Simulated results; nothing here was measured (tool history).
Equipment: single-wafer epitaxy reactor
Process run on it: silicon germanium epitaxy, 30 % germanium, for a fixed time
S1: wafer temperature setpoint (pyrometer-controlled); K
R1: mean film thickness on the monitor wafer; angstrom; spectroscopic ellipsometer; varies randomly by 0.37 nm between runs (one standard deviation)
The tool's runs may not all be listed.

run 1 day=0 | S1=893.15 chamber_pressure_(Pa)=2573 | R1=764.92
run 2 day=0.25 | S1=892.15 chamber_pressure_(Pa)=2573 | R1=742.85
run 3 day=0.275 | S1=892.15 chamber_pressure_(Pa)=2186 | R1=711.55
run 4 day=0.321 | S1=890.15 chamber_pressure_(Pa)=2173 | R1=688.29
run 5 day=0.688 | S1=890.15 chamber_pressure_(Pa)=2506 | R1=713.03
run 6 day=0.779 | S1=898.15 chamber_pressure_(Pa)=2506 | R1=834.8

Run 7 has not been measured yet. What should we expect?
run 7 day=1.146 | S1=897.15 chamber_pressure_(Pa)=2506 | R1=?

Logged for run 7: R1 816.12 angstrom.
